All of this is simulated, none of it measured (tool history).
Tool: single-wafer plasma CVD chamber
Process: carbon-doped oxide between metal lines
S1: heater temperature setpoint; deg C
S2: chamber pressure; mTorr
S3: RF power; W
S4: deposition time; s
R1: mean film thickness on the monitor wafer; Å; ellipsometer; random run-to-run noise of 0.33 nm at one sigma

run  hour   S1    S2   S3    S4      R1
  1   0.0  340  5100  560  15.2  719.25
  2   2.2  340  4770  560  15.2  709.25
  3   6.8  346  4770  560  15.2  700.79
  4   9.0  347  4660  555  15.2  691.59
  5  15.6  348  4580  555  15.2  690.79
  6  21.9  349  4500  550  15.2  683.97

What will run 7 give?
  7  24.3  350  4440  550  15.2   ?

R1: 680.87 Å
